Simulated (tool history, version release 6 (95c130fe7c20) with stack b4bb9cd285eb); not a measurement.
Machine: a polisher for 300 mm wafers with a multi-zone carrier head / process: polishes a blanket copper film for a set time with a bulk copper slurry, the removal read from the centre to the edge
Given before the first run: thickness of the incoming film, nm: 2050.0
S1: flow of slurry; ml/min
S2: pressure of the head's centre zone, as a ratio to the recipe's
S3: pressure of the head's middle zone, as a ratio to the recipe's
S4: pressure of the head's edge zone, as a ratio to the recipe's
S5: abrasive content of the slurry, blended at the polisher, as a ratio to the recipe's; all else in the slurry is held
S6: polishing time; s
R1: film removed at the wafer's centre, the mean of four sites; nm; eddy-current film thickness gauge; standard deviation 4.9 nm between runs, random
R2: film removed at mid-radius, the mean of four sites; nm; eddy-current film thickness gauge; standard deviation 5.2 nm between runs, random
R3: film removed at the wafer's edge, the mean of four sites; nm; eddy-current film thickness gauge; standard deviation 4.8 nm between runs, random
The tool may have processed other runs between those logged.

run,hour,S1,S2,S3,S4,S5,S6,R1,R2,R3
1,0.0,245,1.00,1.00,1.00,1.00,56,563.01,565.98,582.76
2,8.9,245,1.00,1.00,0.98,0.90,53,515.04,521.79,527.42
3,14.7,245,1.00,1.00,0.96,0.80,52,496.13,490.94,488.75
4,15.3,245,1.00,0.94,0.96,0.80,52,500.21,462.09,486.86
5,20.9,245,0.99,0.95,0.94,0.75,52,495.90,460.73,481.41
6,26.2,245,0.99,0.91,0.94,0.75,52,489.42,458.54,483.79
7,30.5,245,0.98,0.93,0.92,0.70,51,452.44,426.53,456.00
8,35.3,245,0.99,0.96,0.90,0.65,51,447.24,434.35,448.02
9,41.6,245,1.00,0.98,0.88,0.60,50,422.59,434.06,422.59

Forecast run 10:
10,45.8,245,1.01,0.98,0.87,0.60,50,?,?,?

R1: 441.36 nm
R2: 432.30 nm
R3: 418.91 nm
